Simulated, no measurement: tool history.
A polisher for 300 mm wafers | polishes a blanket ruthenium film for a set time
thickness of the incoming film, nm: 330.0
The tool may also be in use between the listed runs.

run	day	flow of slurry (ml/min)	pressure of the wafer on the pad (psi)	speed of the pad under the wafer (m/s)	polishing time (s)	film removed (Å)
1	0.000	175	2.2	1.06	36	439.03
2	0.354	175	2.4	1.06	36	482.96
3	0.517	145	2.4	1.06	36	448.27
4	0.675	165	2.6	1.06	36	506.92
5	0.808	180	2.7	1.06	36	528.29
6	1.183	185	2.9	1.06	36	564.39
7	1.342	190	3.0	1.08	36	610.83

The next listed run, before its measurement:
8	1.446	205	3.5	1.08	36	?

Run 8 gave film removed (Å) 708.65.

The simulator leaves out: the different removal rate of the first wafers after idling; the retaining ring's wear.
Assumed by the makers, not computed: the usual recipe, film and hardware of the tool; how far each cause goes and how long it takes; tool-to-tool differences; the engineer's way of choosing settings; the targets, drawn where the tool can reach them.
